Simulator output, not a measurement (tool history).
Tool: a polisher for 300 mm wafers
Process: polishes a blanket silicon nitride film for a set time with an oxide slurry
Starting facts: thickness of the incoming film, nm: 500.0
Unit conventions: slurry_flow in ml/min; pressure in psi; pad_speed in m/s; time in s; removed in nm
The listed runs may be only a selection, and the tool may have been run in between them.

run 1 hour=0 | slurry_flow=275 pressure=2.9 pad_speed=1.14 slurry_solids=1 time=40 | removed=22.12
run 2 hour=3.7 | slurry_flow=275 pressure=2.9 pad_speed=1.14 slurry_solids=0.85 time=40 | removed=20.41
run 3 hour=5.9 | slurry_flow=275 pressure=3.2 pad_speed=1.16 slurry_solids=0.85 time=40 | removed=22.477
run 4 hour=12.5 | slurry_flow=275 pressure=3.5 pad_speed=1.2 slurry_solids=0.85 time=40 | removed=25.611
run 5 hour=19.4 | slurry_flow=275 pressure=3.5 pad_speed=1.2 slurry_solids=0.95 time=40 | removed=26.146
run 6 hour=22.5 | slurry_flow=275 pressure=3.7 pad_speed=1.24 slurry_solids=0.95 time=40 | removed=28.463

Run 7 comes next. What will it give?
run 7 hour=26.9 | slurry_flow=275 pressure=3.9 pad_speed=1.26 slurry_solids=0.95 time=40 | removed=?

removed: 30.673 nm
